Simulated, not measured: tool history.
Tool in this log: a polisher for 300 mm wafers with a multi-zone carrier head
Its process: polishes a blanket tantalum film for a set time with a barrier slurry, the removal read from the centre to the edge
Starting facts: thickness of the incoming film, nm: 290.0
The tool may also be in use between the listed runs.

run    day  flow of slurry (ml/min)  pressure of the head's centre zone  pressure of the head's middle zone  pressure of the head's edge zone  abrasive content of the slurry  polishing time (s)  film removed at the wafer's centre (angstrom)  film removed at mid-radius (angstrom)  film removed at the wafer's edge (angstrom)
  1      0                      160                                   1                                   1                                 1                               1                  43                                         922.13                                 920.12                                       930.04
  2  0.054                      165                                1.02                                   1                              1.03                            1.05                  43                                         964.22                                 928.65                                       974.22
  3   0.15                      165                                1.02                                   1                              1.03                            1.05                  39                                         873.49                                 829.01                                       849.46
  4  0.442                      170                                1.03                                1.01                              1.05                            1.15                  40                                         912.54                                 889.96                                       915.61
  5   0.55                      175                                1.06                                1.01                              1.06                            1.25                  41                                         1002.5                                 942.52                                       974.67
  6  0.804                      180                                1.07                                1.01                              1.08                             1.3                  41                                         1046.9                                 966.76                                       1014.1
  7  0.842                      220                                1.12                                1.03                              1.18                             1.4                  41                                         1108.4                                   1024                                       1083.9

Run 8 is up next; what results do you expect?
  8  0.967                      220                                1.13                                1.02                              1.18                             1.4                  41                                              ?                                      ?                                            ?

{"run 8": {"film removed at the wafer's centre (angstrom)": 1137.2, "film removed at mid-radius (angstrom)": 988.22, "film removed at the wafer's edge (angstrom)": 1080.4}}
